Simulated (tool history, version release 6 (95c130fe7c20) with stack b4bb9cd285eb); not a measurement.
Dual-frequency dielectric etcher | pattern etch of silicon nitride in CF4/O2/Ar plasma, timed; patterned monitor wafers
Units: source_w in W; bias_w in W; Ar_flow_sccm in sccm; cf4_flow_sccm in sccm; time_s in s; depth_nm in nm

run,hour,source_w,bias_w,Ar_flow_sccm,cf4_flow_sccm,time_s,depth_nm
1,0,420,55,73,113,92.5,193.8
2,8.5,430,55,73,113,92.5,198.09
3,11.5,430,55,73,122,92.5,197.34
4,14.7,370,55,73,122,92.5,169.01
5,19.9,330,55,73,122,92.5,150.63
6,23.3,350,55,73,122,92.5,160.05

Run 7 comes next. What will it give?
7,24.7,370,55,73,122,92.5,?

Run 7 gave depth_nm 170.79 nm.
